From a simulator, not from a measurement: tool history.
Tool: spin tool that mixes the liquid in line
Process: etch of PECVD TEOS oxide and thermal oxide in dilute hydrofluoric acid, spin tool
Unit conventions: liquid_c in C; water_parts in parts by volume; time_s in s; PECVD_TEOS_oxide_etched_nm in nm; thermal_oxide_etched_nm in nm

run 1 hour=0 | liquid_c=22 water_parts=190 time_s=180 | PECVD_TEOS_oxide_etched_nm=12.225 thermal_oxide_etched_nm=3.1978
run 2 hour=1.9 | liquid_c=22 water_parts=190 time_s=115 | PECVD_TEOS_oxide_etched_nm=7.7488 thermal_oxide_etched_nm=2.0282
run 3 hour=4.8 | liquid_c=22 water_parts=190 time_s=175 | PECVD_TEOS_oxide_etched_nm=11.765 thermal_oxide_etched_nm=3.1054
run 4 hour=13.1 | liquid_c=21.5 water_parts=195 time_s=175 | PECVD_TEOS_oxide_etched_nm=11.309 thermal_oxide_etched_nm=2.9291
run 5 hour=21.5 | liquid_c=19.5 water_parts=195 time_s=175 | PECVD_TEOS_oxide_etched_nm=10.376 thermal_oxide_etched_nm=2.7441
run 6 hour=26.3 | liquid_c=19 water_parts=200 time_s=175 | PECVD_TEOS_oxide_etched_nm=9.8896 thermal_oxide_etched_nm=2.627
run 7 hour=33.7 | liquid_c=19 water_parts=205 time_s=175 | PECVD_TEOS_oxide_etched_nm=9.5921 thermal_oxide_etched_nm=2.5444

Forecast run 8:
run 8 hour=36.9 | liquid_c=18 water_parts=210 time_s=175 | PECVD_TEOS_oxide_etched_nm=? thermal_oxide_etched_nm=?

{"run 8": {"PECVD_TEOS_oxide_etched_nm": 8.9567, "thermal_oxide_etched_nm": 2.3699}}

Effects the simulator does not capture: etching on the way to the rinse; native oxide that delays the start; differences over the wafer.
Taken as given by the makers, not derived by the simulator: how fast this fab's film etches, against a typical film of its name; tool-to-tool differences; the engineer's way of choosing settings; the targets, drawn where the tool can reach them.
